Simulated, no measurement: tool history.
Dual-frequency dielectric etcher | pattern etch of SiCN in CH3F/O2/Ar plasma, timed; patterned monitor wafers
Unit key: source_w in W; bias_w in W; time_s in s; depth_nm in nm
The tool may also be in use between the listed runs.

run  hour  source_w  bias_w  time_s  depth_nm
  1   0.0       430     100    65.0    28.960
  2   8.0       450     101    65.0    29.461
  3  11.8       450     101    65.0    29.528
  4  14.8       400     101    65.0    28.005
  5  22.4       400     101    65.0    28.496
  6  27.9       400      87    65.0    26.933
  7  30.1       490     107    65.5    31.122
  8  31.4       500     108    65.5    31.432
  9  34.1       510     109    65.5    31.773
 10  37.2       520     110    65.5    32.487

Run 11 has not been measured yet. What should we expect?
 11  42.5       590     112    65.5         ?

depth_nm: 33.834 nm
